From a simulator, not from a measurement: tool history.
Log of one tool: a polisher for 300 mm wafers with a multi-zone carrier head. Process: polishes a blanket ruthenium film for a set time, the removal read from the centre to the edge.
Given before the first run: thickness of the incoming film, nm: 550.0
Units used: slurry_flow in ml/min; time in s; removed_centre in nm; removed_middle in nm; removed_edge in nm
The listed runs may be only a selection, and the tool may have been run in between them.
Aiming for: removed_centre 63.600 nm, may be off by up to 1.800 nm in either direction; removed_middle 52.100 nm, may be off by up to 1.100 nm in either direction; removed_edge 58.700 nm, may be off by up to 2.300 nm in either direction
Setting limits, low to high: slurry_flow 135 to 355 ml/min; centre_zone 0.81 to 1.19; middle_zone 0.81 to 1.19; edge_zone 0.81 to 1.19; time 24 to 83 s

run,hour,slurry_flow,centre_zone,middle_zone,edge_zone,time,removed_centre,removed_middle,removed_edge
1,0.0,225,1.00,1.00,1.00,53,43.834,41.535,43.075
2,2.9,235,1.03,1.00,1.03,55,46.531,43.257,46.142
3,5.1,245,1.06,1.00,1.04,56,49.025,44.733,46.807
4,9.2,250,1.08,0.99,1.06,58,51.121,45.742,48.387
5,12.1,250,1.10,0.98,1.08,60,54.518,46.677,52.142
6,19.4,250,1.10,1.05,1.08,60,54.256,49.358,51.296
7,23.2,255,1.12,1.04,1.10,61,56.160,50.524,53.094
8,27.3,265,1.13,1.03,1.11,62,57.404,50.764,53.749
9,31.4,265,1.14,1.02,1.12,63,59.600,50.981,55.580
10,39.2,270,1.15,1.02,1.13,63,58.915,50.945,55.280
11,40.0,270,1.15,1.02,1.13,63,59.548,50.526,55.179
12,45.4,270,1.16,1.02,1.14,63,59.687,50.613,55.411
13,53.3,270,1.17,1.02,1.15,63,60.909,51.718,54.781
14,60.1,275,1.17,1.01,1.15,64,62.058,51.319,56.544
15,63.9,275,1.17,1.01,1.16,64,61.635,51.461,58.051
16,66.9,275,1.17,1.01,1.16,64,61.339,51.930,57.515

Pick the move, out of 4, that brings all results within their allowed miss; only one does.
A,69.9,265,1.04,0.96,1.19,68,?,?,?
B,69.9,290,1.18,1.10,1.12,60,?,?,?
C,69.9,300,1.16,1.13,1.15,58,?,?,?
D,69.9,295,1.15,0.98,1.14,66,?,?,?

move,removed_centre,removed_middle,removed_edge
A,59.190,52.212,61.214
B,58.863,52.149,52.605
C,56.277,51.758,51.652
D,63.383,52.096,58.559
A: lands further from the targets than the last run did
B: lands further from the targets than the last run did
C: lands further from the targets than the last run did
D: every result lands within tolerance
Answer: D
